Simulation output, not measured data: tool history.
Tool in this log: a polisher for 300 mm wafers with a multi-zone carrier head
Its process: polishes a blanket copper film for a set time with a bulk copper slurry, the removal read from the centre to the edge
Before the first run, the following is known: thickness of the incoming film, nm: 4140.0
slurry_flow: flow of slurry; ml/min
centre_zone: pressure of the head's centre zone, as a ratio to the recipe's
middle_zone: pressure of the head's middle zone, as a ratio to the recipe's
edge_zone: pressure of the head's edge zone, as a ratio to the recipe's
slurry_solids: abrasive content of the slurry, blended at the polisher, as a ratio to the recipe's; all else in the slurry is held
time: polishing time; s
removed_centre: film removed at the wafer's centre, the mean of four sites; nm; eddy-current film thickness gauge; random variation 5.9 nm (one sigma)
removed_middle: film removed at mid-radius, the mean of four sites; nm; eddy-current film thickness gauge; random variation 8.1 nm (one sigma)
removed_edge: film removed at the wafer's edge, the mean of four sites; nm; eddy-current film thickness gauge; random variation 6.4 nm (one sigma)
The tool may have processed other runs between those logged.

run	hour	slurry_flow	centre_zone	middle_zone	edge_zone	slurry_solids	time	removed_centre	removed_middle	removed_edge
1	0.0	165	1.00	1.00	1.00	1.00	58	886.32	817.61	804.67
2	5.6	145	1.00	1.00	1.00	1.00	58	865.48	776.00	793.37
3	9.4	145	1.00	1.00	0.93	1.00	58	838.75	797.86	771.57
4	12.3	145	1.00	1.04	0.93	1.00	58	854.76	830.37	781.28
5	18.5	145	1.00	1.04	0.98	1.00	58	851.65	814.53	789.47
6	19.9	145	0.98	1.04	0.97	0.90	55	778.65	764.75	738.25
7	27.2	150	0.96	1.04	0.95	0.85	52	720.96	710.98	689.61
8	28.8	150	0.94	1.06	0.93	0.80	50	669.02	676.82	646.03

For run 9, what comes out?
# hour 37.5: centre zone pressure recalibrated
9	37.5	150	0.92	1.07	0.92	0.75	49	?	?	?

Run 9 produced removed_centre 573.57 nm, removed_middle 665.77 nm, removed_edge 619.35 nm.

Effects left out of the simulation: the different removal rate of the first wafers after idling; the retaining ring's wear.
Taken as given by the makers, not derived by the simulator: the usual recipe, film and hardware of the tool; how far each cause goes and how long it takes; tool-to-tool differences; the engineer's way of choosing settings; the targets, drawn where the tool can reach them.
